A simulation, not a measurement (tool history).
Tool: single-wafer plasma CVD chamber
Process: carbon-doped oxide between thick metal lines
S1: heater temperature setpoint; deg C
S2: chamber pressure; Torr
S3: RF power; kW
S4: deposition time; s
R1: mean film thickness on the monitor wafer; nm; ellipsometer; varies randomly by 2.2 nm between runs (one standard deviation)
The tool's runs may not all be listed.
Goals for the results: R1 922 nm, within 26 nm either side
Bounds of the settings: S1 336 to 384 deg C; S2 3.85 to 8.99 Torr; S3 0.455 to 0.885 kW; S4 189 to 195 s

Run 1, day 0: S1 360 deg C, S2 6.42 Torr, S3 0.67 kW, S4 189 s. Result: R1 1132.4 nm.
Run 2, day 0.283: S1 360 deg C, S2 5.61 Torr, S3 0.67 kW, S4 189 s. Result: R1 1107.9 nm.
Run 3, day 0.562: S1 360 deg C, S2 5.61 Torr, S3 0.67 kW, S4 195 s. Result: R1 1147.1 nm.
Run 4, day 0.596: S1 360 deg C, S2 5.61 Torr, S3 0.71 kW, S4 195 s. Result: R1 1181.1 nm.
Run 5, day 0.875: S1 353 deg C, S2 5.61 Torr, S3 0.71 kW, S4 195 s. Result: R1 1206.8 nm.
Run 6, day 0.962: S1 355 deg C, S2 5.36 Torr, S3 0.66 kW, S4 194 s. Result: R1 1135.3 nm.
Run 7, day 1.196: S1 356 deg C, S2 5.17 Torr, S3 0.62 kW, S4 193 s. Result: R1 1070.6 nm.
Run 8, day 1.454: S1 356 deg C, S2 4.99 Torr, S3 0.595 kW, S4 192 s. Result: R1 1034.2 nm.
Run 9, day 1.671: S1 356 deg C, S2 4.83 Torr, S3 0.575 kW, S4 192 s. Result: R1 1001.4 nm.
Run 10, day 2.042: S1 356 deg C, S2 4.67 Torr, S3 0.565 kW, S4 192 s. Result: R1 983.08 nm.
Run 11, day 2.367: S1 356 deg C, S2 4.51 Torr, S3 0.56 kW, S4 192 s. Result: R1 972.35 nm.
Run 12, day 2.442: S1 357 deg C, S2 4.18 Torr, S3 0.51 kW, S4 191 s. Result: R1 894.35 nm.

Which one of the following 4 next-run settings gets every result inside its allowed miss? There is exactly one.
Run A, day 2.517: S1 365 deg C, S2 3.85 Torr, S3 0.5 kW, S4 189 s. Result: R1 ?.
Run B, day 2.517: S1 353 deg C, S2 3.85 Torr, S3 0.495 kW, S4 189 s. Result: R1 ?.
Run C, day 2.517: S1 352 deg C, S2 4.07 Torr, S3 0.505 kW, S4 195 s. Result: R1 ?.
Run D, day 2.517: S1 364 deg C, S2 4.11 Torr, S3 0.515 kW, S4 189 s. Result: R1 ?.

move      R1
   A  843.73
   B  864.26
   C  914.85
   D  872.42
A: lands further from the targets than the last run did
B: lands further from the targets than the last run did
C: every result lands within tolerance
D: lands further from the targets than the last run did
Answer: C
